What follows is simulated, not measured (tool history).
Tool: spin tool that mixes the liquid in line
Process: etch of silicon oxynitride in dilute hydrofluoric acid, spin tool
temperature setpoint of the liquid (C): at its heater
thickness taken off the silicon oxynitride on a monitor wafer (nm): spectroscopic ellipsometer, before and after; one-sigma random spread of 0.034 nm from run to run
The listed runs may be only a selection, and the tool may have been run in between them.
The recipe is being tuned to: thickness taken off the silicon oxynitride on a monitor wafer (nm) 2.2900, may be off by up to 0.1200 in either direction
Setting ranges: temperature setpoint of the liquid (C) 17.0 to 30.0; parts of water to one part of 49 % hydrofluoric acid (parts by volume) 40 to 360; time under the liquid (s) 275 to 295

run	hour	temperature setpoint of the liquid (C)	parts of water to one part of 49 % hydrofluoric acid (parts by volume)	time under the liquid (s)	thickness taken off the silicon oxynitride on a monitor wafer (nm)
1	0.0	22.0	200	275	3.9843
2	4.4	22.0	255	275	3.0094
3	13.2	22.0	255	295	3.1549
4	14.3	21.0	260	295	2.9916
5	16.7	21.0	260	275	2.7243
6	20.9	20.5	260	275	2.6601
7	27.3	20.0	260	275	2.7247
8	30.1	20.0	265	275	2.5789
9	35.7	20.0	265	275	2.6351
10	39.4	19.5	270	275	2.4796
11	45.5	19.0	270	275	2.4667

5 next moves are on the table. One of them brings every result within its allowed miss. Which?
A	51.6	17.5	265	295	?
B	51.6	18.5	275	275	?
C	51.6	18.5	260	285	?
D	51.6	21.5	270	275	?
E	51.6	20.0	285	295	?

move	thickness taken off the silicon oxynitride on a monitor wafer (nm)
A	2.4695
B	2.3093
C	2.5538
D	2.6996
E	2.5426
A: no better and no worse than the last run
B: meets every target
C: misses by more than the last run did
D: misses by more than the last run did
E: misses by more than the last run did
B meets every target.
